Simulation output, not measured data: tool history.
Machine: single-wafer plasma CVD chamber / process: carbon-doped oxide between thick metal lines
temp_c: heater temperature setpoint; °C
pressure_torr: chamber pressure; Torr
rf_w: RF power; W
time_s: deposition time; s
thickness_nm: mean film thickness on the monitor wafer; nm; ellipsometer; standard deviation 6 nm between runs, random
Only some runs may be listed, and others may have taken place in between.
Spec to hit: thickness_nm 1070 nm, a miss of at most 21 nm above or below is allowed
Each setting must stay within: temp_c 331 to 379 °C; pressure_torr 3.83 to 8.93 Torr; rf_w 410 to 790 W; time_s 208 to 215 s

| run | hour | temp_c | pressure_torr | rf_w | time_s | thickness_nm |
|---|---|---|---|---|---|---|
| 1 | 0 | 355 | 6.38 | 600 | 208 | 1194.6 |
| 2 | 4 | 363 | 6.38 | 600 | 208 | 1167.9 |
| 3 | 9.3 | 358 | 6.38 | 600 | 208 | 1172.3 |
| 4 | 10.9 | 363 | 6.38 | 600 | 208 | 1169.9 |
| 5 | 16.8 | 363 | 6.3 | 590 | 208 | 1165 |
| 6 | 18.7 | 363 | 6.3 | 590 | 215 | 1208.7 |
| 7 | 21.6 | 363 | 6.28 | 575 | 215 | 1177.5 |
| 8 | 22.3 | 363 | 6.23 | 565 | 215 | 1177.5 |
| 9 | 29.7 | 363 | 6.21 | 555 | 215 | 1173.5 |
| 10 | 33.2 | 363 | 6.19 | 545 | 215 | 1159.2 |
| 11 | 41.7 | 363 | 6.16 | 535 | 215 | 1141.8 |
| 12 | 47.8 | 363 | 6.13 | 530 | 215 | 1139.5 |
| 13 | 53.7 | 363 | 6.1 | 525 | 215 | 1128.8 |
| 14 | 61.7 | 363 | 6.06 | 520 | 215 | 1130.5 |
| 15 | 62.7 | 363 | 6.04 | 515 | 215 | 1122.9 |
| 16 | 65.1 | 363 | 6.01 | 510 | 215 | 1117.2 |
| 17 | 72.1 | 363 | 6.01 | 510 | 215 | 1118.1 |
| 18 | 75.5 | 363 | 5.98 | 505 | 215 | 1101.8 |

Which one of the following 4 next-run settings gets every result inside its allowed miss? There is exactly one.
| A | 78.9 | 368 | 6.4 | 530 | 215 | ? |
| B | 78.9 | 364 | 5.71 | 520 | 215 | ? |
| C | 78.9 | 359 | 6.03 | 510 | 213 | ? |
| D | 78.9 | 361 | 5.84 | 470 | 213 | ? |

| move | thickness_nm |
|---|---|
| A | 1136.8 |
| B | 1118.7 |
| C | 1117.2 |
| D | 1066.5 |
A: lands further from the targets than the last run did
B: lands further from the targets than the last run did
C: lands further from the targets than the last run did
D: hits every target within its allowed miss
Answer: D
